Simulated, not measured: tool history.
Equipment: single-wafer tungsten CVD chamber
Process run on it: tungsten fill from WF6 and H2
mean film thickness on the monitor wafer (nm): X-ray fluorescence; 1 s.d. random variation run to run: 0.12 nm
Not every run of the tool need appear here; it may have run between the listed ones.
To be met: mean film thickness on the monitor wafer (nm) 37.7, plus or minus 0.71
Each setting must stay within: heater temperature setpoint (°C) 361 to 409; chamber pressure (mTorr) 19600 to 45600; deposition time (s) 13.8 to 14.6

run	hour	heater temperature setpoint (°C)	chamber pressure (mTorr)	deposition time (s)	mean film thickness on the monitor wafer (nm)
1	0	385	32600	14.6	32.651
2	2	386	32600	14.6	33.733
3	5.7	380	32600	14.6	29.269
4	14.5	380	32600	13.8	27.676
5	17.8	380	27100	13.8	25.4
6	22.3	380	27100	13.8	25.231
7	28.8	384	27200	13.8	27.865
8	32.1	387	27200	13.8	29.743
9	38.7	389	27200	13.8	31.291
10	43.2	399	27400	13.8	38.738

Next run, 5 choices. One meets every target within its allowed miss, the rest don't. Which?
A	47.7	404	22500	13.8	?
B	47.7	395	27800	14.6	?
C	47.7	402	23100	14.6	?
D	47.7	399	26900	14.2	?
E	47.7	399	25900	14.6	?

move	mean film thickness on the monitor wafer (nm)
A	38.999
B	37.926
C	40.147
D	39.506
E	39.899
A: the biggest miss grows against the last run
B: all results land within tolerance of their targets
C: the biggest miss grows against the last run
D: the biggest miss grows against the last run
E: the biggest miss grows against the last run
Move B is the one to make.
